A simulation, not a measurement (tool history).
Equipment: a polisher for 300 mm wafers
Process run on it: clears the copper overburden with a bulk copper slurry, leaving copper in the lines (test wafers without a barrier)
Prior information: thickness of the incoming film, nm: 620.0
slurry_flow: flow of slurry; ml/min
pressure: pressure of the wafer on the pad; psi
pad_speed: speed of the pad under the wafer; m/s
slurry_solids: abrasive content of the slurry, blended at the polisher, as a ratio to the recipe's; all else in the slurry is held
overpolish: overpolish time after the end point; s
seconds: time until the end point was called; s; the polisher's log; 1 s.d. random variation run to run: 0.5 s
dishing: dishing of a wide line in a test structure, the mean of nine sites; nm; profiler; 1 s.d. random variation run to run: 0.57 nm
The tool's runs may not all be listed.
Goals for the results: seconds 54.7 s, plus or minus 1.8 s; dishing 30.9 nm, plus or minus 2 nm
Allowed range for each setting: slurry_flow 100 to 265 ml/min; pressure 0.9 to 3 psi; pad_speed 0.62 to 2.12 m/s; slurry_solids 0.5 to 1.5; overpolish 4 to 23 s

run,hour,slurry_flow,pressure,pad_speed,slurry_solids,overpolish,seconds,dishing
1,0,170,1.9,1.36,1,12,70.006,33.263
2,4.9,170,1.9,1.12,1,12,83.922,29.515
3,13,170,1.9,1.12,0.85,12,88.753,30.302
4,16.5,170,1.9,1.12,0.85,8,87.145,25.825
5,18.5,170,1.9,1.4,0.85,8,70.318,28.805
6,24.5,170,1.9,1.4,0.65,8,75.592,27.756
7,32.2,175,2,1.4,0.65,8,72.362,27.726
8,36.2,175,2.1,1.4,0.65,8,68.594,29.404

Of the 4 settings listed for the next run, only one would bring every result within its allowed miss of target. Which one?
A,40.2,160,1.9,1.2,0.75,13,?,?
B,40.2,185,2.2,1.6,0.5,7,?,?
C,40.2,170,2,1.18,0.6,9,?,?
D,40.2,180,2.4,1.56,0.6,7,?,?

move,seconds,dishing
A,85.402,30.678
B,60.992,28.447
C,86.675,27.121
D,55.028,29.737
A: moves away from the targets compared with the last run
B: nearer than the last run, and not there yet
C: moves away from the targets compared with the last run
D: all results in spec
D is the move that brings every result within its allowed miss.
